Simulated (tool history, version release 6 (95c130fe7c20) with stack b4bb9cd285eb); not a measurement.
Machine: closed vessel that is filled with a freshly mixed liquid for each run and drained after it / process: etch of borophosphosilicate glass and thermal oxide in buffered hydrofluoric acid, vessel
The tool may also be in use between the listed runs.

| run | hour | temperature setpoint of the liquid (°C) | parts of 40 % ammonium fluoride to one part of 49 % hydrofluoric acid (parts by volume) | time in the liquid (s) | thickness taken off the borophosphosilicate glass on a monitor wafer (angstrom) | thickness taken off the thermal oxide on a monitor wafer (angstrom) |
|---|---|---|---|---|---|---|
| 1 | 0.0 | 24.0 | 8.0 | 60 | 1106.10 | 849.41 |
| 2 | 1.4 | 24.0 | 8.0 | 50 | 927.25 | 702.48 |
| 3 | 3.1 | 25.0 | 8.0 | 50 | 981.17 | 745.08 |
| 4 | 8.8 | 25.0 | 10.0 | 50 | 804.13 | 613.45 |
| 5 | 9.8 | 26.0 | 9.5 | 50 | 891.55 | 700.12 |
| 6 | 16.3 | 26.0 | 9.5 | 60 | 1066.40 | 848.03 |
| 7 | 22.8 | 26.5 | 9.0 | 60 | 1141.90 | 887.85 |
| 8 | 27.1 | 27.5 | 9.0 | 60 | 1198.30 | 920.65 |

Run 9 comes next. What will it give?
| 9 | 27.8 | 28.0 | 9.0 | 60 | ? | ? |

thickness taken off the borophosphosilicate glass on a monitor wafer (angstrom): 1230.30
thickness taken off the thermal oxide on a monitor wafer (angstrom): 967.49

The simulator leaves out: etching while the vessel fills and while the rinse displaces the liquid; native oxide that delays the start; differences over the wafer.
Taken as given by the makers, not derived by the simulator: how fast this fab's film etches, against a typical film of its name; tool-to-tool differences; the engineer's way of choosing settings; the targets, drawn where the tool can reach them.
